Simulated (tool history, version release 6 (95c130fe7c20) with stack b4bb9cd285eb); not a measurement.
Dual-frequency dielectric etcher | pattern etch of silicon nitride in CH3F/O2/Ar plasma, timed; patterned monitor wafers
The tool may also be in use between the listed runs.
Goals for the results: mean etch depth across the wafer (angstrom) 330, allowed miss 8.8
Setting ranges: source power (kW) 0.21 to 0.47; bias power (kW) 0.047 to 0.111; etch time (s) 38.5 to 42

| run | hour | source power (kW) | bias power (kW) | etch time (s) | mean etch depth across the wafer (angstrom) |
|---|---|---|---|---|---|
| 1 | 0 | 0.34 | 0.079 | 42 | 290.32 |
| 2 | 1.2 | 0.34 | 0.079 | 42 | 292.11 |
| 3 | 2.3 | 0.37 | 0.079 | 42 | 300.33 |
| 4 | 10.5 | 0.37 | 0.079 | 38.5 | 277.65 |
| 5 | 19 | 0.37 | 0.079 | 38.5 | 274.94 |
| 6 | 19.7 | 0.37 | 0.065 | 38.5 | 251.94 |
| 7 | 21.2 | 0.37 | 0.068 | 38.5 | 258.36 |
| 8 | 26.8 | 0.43 | 0.084 | 41 | 319.09 |

Consider the 4 candidate settings below. Which is the only one whose results all fall within their allowed miss of target?
| A | 32.4 | 0.4 | 0.079 | 41.5 | ? |
| B | 32.4 | 0.46 | 0.089 | 38.5 | ? |
| C | 32.4 | 0.47 | 0.084 | 41 | ? |
| D | 32.4 | 0.42 | 0.084 | 40.5 | ? |

| move | mean etch depth across the wafer (angstrom) |
|---|---|
| A | 305.11 |
| B | 313.15 |
| C | 327.7 |
| D | 311.13 |
A: moves away from the targets compared with the last run
B: moves away from the targets compared with the last run
C: all results land within tolerance of their targets
D: moves away from the targets compared with the last run
Move C is the one to make.
